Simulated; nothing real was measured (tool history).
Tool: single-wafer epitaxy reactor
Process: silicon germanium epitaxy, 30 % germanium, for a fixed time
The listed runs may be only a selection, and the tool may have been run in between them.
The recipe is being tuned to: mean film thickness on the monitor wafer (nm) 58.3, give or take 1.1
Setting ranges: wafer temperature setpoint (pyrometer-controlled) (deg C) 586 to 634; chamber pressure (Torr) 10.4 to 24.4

run,hour,wafer temperature setpoint (pyrometer-controlled) (deg C),chamber pressure (Torr),mean film thickness on the monitor wafer (nm)
1,0,610,17.4,69.364
2,3.7,620,17.4,82.877
3,9.2,614,17.4,73.888
4,14.7,605,17.4,63.236
5,21.7,611,17.4,69.9
# hour 30.5: capacitance manometer re-zeroed and calibrated
6,30.5,611,20.4,77.303
7,36,599,20.2,61.829
8,37.1,598,20.2,60.437

Which of these 4 next moves meets every target?
A,38.2,596,23.5,?
B,38.2,601,20.7,?
C,38.2,599,17.7,?
D,38.2,595,19.3,?

move,mean film thickness on the monitor wafer (nm)
A,61.828
B,64.57
C,58.351
D,56.009
A: misses by more than the last run did
B: misses by more than the last run did
C: every result within its allowed miss
D: takes the biggest miss from the last run beyond its target
Go with C: it meets all targets.

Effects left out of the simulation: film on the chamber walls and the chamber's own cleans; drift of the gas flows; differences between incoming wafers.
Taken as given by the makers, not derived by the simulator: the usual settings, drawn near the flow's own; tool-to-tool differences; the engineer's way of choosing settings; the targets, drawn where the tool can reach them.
